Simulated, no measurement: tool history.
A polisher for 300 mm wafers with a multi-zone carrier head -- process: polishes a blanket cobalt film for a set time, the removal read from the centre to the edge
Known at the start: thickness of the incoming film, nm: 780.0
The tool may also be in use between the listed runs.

run	hour	flow of slurry (ml/min)	pressure of the head's centre zone	pressure of the head's middle zone	pressure of the head's edge zone	polishing time (s)	film removed at the wafer's centre (Å)	film removed at mid-radius (Å)	film removed at the wafer's edge (Å)
1	0	210	1	1	1	45	2515.1	2775.3	2825.1
2	6.8	210	1	1	0.92	45	2511.8	2789.7	2630.1
3	12.8	200	0.95	0.97	0.91	42	2171	2504.5	2480.8
4	15.2	195	0.93	0.96	0.89	40	2036.2	2401.4	2313.8
5	17.9	190	0.9	0.93	0.87	39	1938.6	2299	2212.8
6	20.3	190	0.94	0.93	0.87	39	1999.6	2276.2	2272
7	24.1	185	0.91	0.91	0.86	38	1883	2153.7	2130.9

Forecast run 8:
8	25.9	150	0.81	0.9	0.92	37	?	?	?

film removed at the wafer's centre (Å): 1576.1
film removed at mid-radius (Å): 2006.2
film removed at the wafer's edge (Å): 2106.6

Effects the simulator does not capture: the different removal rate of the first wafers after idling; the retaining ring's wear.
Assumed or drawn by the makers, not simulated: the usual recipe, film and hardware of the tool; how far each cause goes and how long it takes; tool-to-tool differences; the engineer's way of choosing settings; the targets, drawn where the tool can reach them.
